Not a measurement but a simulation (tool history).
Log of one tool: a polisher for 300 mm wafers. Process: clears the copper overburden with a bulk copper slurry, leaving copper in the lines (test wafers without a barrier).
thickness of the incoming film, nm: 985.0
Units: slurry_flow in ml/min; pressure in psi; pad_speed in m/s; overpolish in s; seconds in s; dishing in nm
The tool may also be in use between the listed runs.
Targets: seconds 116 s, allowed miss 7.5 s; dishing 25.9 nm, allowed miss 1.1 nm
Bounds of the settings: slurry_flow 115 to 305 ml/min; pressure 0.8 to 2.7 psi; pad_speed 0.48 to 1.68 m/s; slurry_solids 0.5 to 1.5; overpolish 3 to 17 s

run    day  slurry_flow  pressure  pad_speed  slurry_solids  overpolish  seconds  dishing
  1      0          195       1.7       1.08              1           9    148.8   28.235
  2  0.183          165       1.7       1.08              1           9    153.2   27.012
  3  0.408          165       1.3       1.08              1           9   196.18    23.88
  4  0.521          165       1.3       0.86              1           9   239.34   21.083
  5  0.758          170       1.5       0.86              1           8   205.32   20.924
  6  0.933          175       1.6       0.86              1           8   188.65   22.412
  7  1.212          180       1.7       0.86              1           8   187.37   23.438
  8  1.388          185       1.8       0.88              1           7   171.05   22.414
  9  1.521          190       1.9       0.88              1           7   156.08   23.233
 10  1.696          195         2       0.88              1           7   151.36   24.003
 11  1.754          195       2.1       0.88              1           7   147.51   24.113
 12  1.979          200       2.2       0.88              1           7   133.11   25.027

4 next moves are on the table. One of them brings every result within its allowed miss. Which?
  A  2.204          205       2.2       0.84            0.8           7        ?        ?
  B  2.204          170       2.2       0.88           0.95           7        ?        ?
  C  2.204          175       2.1        1.2            0.8           5        ?        ?
  D  2.204          175       2.2       1.06           0.95           6        ?        ?

move  seconds  dishing
   A   151.83   23.889
   B    143.5    24.74
   C   115.55   22.889
   D   120.15   25.095
A: further off than the last run
B: further off than the last run
C: brings the result that was furthest off to its target, and leaves another outside
D: meets every target
Answer: D

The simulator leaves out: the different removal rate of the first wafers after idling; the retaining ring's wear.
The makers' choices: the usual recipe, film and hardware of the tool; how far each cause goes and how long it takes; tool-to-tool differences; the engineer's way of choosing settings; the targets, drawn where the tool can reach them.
